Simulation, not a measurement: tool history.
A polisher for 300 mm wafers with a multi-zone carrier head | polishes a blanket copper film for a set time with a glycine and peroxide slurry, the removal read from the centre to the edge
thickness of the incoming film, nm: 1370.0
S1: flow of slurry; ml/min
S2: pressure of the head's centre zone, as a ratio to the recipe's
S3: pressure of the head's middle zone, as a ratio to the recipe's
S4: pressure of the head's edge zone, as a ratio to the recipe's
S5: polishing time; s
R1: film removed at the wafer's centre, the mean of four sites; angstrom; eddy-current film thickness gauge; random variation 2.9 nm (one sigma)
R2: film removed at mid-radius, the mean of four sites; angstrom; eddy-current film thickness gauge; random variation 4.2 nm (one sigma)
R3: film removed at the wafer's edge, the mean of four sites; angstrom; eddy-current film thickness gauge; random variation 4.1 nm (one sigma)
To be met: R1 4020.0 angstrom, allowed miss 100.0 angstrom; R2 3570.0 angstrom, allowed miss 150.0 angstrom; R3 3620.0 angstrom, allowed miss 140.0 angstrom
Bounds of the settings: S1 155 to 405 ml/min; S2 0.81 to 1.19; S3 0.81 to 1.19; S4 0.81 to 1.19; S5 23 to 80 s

run,hour,S1,S2,S3,S4,S5,R1,R2,R3
1,0.0,260,1.00,1.00,1.00,51,2337.2,2333.7,2377.2
2,0.6,260,1.06,1.00,1.00,51,2489.6,2382.4,2405.7
3,7.5,260,1.00,1.00,1.00,51,2354.4,2384.4,2371.4
4,15.9,260,1.00,0.94,1.00,51,2367.6,2325.8,2371.7
5,19.0,260,1.00,0.94,1.00,57,2608.2,2602.6,2631.3
6,26.5,260,1.00,0.94,0.92,57,2637.9,2584.4,2539.9
7,30.8,275,1.05,0.96,0.96,61,2976.9,2835.5,2770.6
8,37.6,275,1.09,0.97,1.00,64,3243.6,2997.3,2972.2
9,43.6,280,1.12,0.99,1.04,66,3498.7,3152.4,3073.0

4 next moves are on the table. One of them brings every result within its allowed miss. Which?
A,49.6,200,1.16,1.02,1.07,78,?,?,?
B,49.6,325,1.10,1.03,1.07,73,?,?,?
C,49.6,310,1.12,1.14,0.99,72,?,?,?
D,49.6,360,1.12,0.86,1.16,75,?,?,?

move,R1,R2,R3
A,4027.2,3624.9,3629.4
B,3828.3,3637.6,3558.8
C,3828.1,3864.7,3362.5
D,4041.5,3292.2,3844.6
A: meets every target
B: nearer than the last run, and not there yet
C: nearer than the last run, and not there yet
D: brings the result that was furthest off to its target, and leaves another outside
Move A is the one to make.
